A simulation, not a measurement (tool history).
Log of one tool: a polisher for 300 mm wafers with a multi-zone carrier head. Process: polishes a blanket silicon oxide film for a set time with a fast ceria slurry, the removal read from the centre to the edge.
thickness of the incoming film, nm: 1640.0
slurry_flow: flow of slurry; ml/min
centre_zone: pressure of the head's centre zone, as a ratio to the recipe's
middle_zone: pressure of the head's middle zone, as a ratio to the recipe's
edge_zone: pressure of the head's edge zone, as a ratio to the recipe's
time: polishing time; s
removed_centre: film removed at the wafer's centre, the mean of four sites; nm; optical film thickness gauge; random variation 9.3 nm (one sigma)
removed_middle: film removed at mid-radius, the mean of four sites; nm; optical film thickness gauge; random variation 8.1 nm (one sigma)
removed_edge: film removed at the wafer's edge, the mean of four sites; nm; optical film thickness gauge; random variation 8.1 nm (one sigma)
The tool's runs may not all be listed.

| run | day | slurry_flow | centre_zone | middle_zone | edge_zone | time | removed_centre | removed_middle | removed_edge |
|---|---|---|---|---|---|---|---|---|---|
| 1 | 0 | 310 | 1 | 1 | 1 | 34 | 630.52 | 625.08 | 584.73 |
| 2 | 0.071 | 310 | 0.94 | 1 | 1 | 34 | 585.57 | 623.32 | 584.22 |
| 3 | 0.429 | 315 | 0.98 | 1.01 | 1.03 | 35 | 638.86 | 645.91 | 615.04 |
| 4 | 0.717 | 320 | 1.01 | 1.03 | 1.06 | 36 | 671.91 | 668.76 | 648.08 |
| 5 | 0.938 | 320 | 1.01 | 1.09 | 1.06 | 36 | 662.43 | 702.13 | 644.24 |
| 6 | 1.25 | 320 | 1.06 | 1.09 | 1.06 | 36 | 697.43 | 717.81 | 653.58 |
| 7 | 1.283 | 325 | 1.09 | 1.08 | 1.07 | 37 | 752.86 | 736.61 | 666.23 |

Run 8 comes next. What will it give?
| 8 | 1.55 | 325 | 1.09 | 1.08 | 1.07 | 37 | ? | ? | ? |

{"run 8": {"removed_centre": 741.88, "removed_middle": 720.56, "removed_edge": 664.01}}
